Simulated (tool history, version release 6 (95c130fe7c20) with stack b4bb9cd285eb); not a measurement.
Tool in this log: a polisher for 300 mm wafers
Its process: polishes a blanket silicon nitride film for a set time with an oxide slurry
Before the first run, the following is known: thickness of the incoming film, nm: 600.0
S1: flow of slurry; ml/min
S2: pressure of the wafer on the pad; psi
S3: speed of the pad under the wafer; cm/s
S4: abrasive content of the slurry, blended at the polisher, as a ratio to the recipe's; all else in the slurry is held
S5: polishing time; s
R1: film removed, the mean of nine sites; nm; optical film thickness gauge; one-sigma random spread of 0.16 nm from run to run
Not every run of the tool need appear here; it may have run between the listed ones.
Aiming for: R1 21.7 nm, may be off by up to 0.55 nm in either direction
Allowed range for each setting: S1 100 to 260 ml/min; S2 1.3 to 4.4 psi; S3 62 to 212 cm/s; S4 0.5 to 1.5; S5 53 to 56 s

| run | day | S1 | S2 | S3 | S4 | S5 | R1 |
|---|---|---|---|---|---|---|---|
| 1 | 0 | 165 | 2.8 | 136 | 1 | 53 | 32.848 |
| 2 | 0.233 | 165 | 2.8 | 136 | 1 | 53 | 32.29 |
| 3 | 0.567 | 165 | 2.8 | 106 | 1 | 53 | 26.887 |
| 4 | 0.721 | 160 | 2.7 | 106 | 1 | 53 | 25.635 |
| 5 | 0.825 | 160 | 2.7 | 122 | 1 | 53 | 28.922 |
| 6 | 0.988 | 160 | 2.6 | 122 | 1 | 53 | 27.639 |
| 7 | 1.317 | 155 | 2.5 | 122 | 1 | 53 | 26.884 |
| 8 | 1.471 | 155 | 2.4 | 122 | 1 | 53 | 25.561 |
| 9 | 1.775 | 155 | 2.4 | 122 | 1 | 53 | 25.502 |

Which of these 5 next moves meets every target?
| A | 2.079 | 100 | 2.3 | 116 | 0.85 | 53 | ? |
| B | 2.079 | 105 | 2.7 | 90 | 1.1 | 53 | ? |
| C | 2.079 | 160 | 1.9 | 160 | 1.15 | 56 | ? |
| D | 2.079 | 165 | 1.9 | 144 | 0.95 | 53 | ? |
| E | 2.079 | 180 | 2.4 | 106 | 1 | 53 | ? |

| move | R1 |
|---|---|
| A | 19.861 |
| B | 21.714 |
| C | 28.995 |
| D | 23.046 |
| E | 23.156 |
A: the result that was furthest off in the last run now lies on the other side of its target
B: in spec on every target
C: moves away from the targets compared with the last run
D: an improvement on the last run, though not all results are within tolerance
E: an improvement on the last run, though not all results are within tolerance
Answer: B

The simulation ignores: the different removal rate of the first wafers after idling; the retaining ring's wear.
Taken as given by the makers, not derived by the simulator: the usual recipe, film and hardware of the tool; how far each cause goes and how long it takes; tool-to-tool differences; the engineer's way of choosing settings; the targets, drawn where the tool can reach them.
